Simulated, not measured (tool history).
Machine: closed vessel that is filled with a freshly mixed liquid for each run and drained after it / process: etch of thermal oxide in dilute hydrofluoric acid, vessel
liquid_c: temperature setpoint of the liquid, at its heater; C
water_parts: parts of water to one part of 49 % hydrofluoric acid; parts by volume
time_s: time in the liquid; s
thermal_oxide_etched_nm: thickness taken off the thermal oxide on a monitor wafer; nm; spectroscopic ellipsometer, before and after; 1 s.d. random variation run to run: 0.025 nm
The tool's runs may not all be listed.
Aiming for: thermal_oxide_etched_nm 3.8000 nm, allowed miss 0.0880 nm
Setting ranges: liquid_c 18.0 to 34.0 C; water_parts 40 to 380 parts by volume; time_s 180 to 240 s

run  hour  liquid_c  water_parts  time_s  thermal_oxide_etched_nm
  1   0.0      26.0          210     240                   5.2968
  2   5.8      23.0          210     240                   4.7649
  3   9.3      22.0          210     240                   4.6019
  4  10.0      22.0          210     240                   4.5511
  5  11.8      22.0          210     180                   3.4238
  6  18.9      22.5          210     180                   3.5171
  7  25.2      23.0          210     180                   3.5532
  8  25.8      23.5          210     180                   3.6684
  9  28.1      24.0          210     180                   3.6902

Next run, 4 choices. One meets every target within its allowed miss, the rest don't. Which?
  A  30.4      20.5          220     205                        ?
  B  30.4      22.5          205     180                        ?
  C  30.4      22.0          215     195                        ?
  D  30.4      25.5          220     185                        ?

move  thermal_oxide_etched_nm
   A                   3.5019
   B                   3.6122
   C                   3.6248
   D                   3.8007
A: moves away from the targets compared with the last run
B: moves away from the targets compared with the last run
C: moves away from the targets compared with the last run
D: every result within its allowed miss
Move D is the one to make.

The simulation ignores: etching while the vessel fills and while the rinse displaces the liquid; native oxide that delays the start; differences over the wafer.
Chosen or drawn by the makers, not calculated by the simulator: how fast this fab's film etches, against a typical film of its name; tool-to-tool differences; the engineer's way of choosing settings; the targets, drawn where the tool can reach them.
